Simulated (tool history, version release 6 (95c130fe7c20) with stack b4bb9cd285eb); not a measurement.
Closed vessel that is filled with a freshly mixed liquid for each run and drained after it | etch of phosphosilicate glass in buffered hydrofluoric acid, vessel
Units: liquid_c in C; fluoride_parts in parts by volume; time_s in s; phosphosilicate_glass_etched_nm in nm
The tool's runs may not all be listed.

run,day,liquid_c,fluoride_parts,time_s,phosphosilicate_glass_etched_nm
1,0.000,25.0,16.5,105,353.80
2,0.292,25.0,16.5,105,355.39
3,0.525,24.0,16.5,105,335.06
4,0.825,24.0,18.5,105,300.71
5,0.888,22.0,18.5,105,270.57
6,1.079,22.0,18.5,115,295.45
7,1.292,21.5,18.5,115,287.30

The next listed run, before its measurement:
8,1.442,21.0,18.5,115,?

{"run 8": {"phosphosilicate_glass_etched_nm": 279.15}}
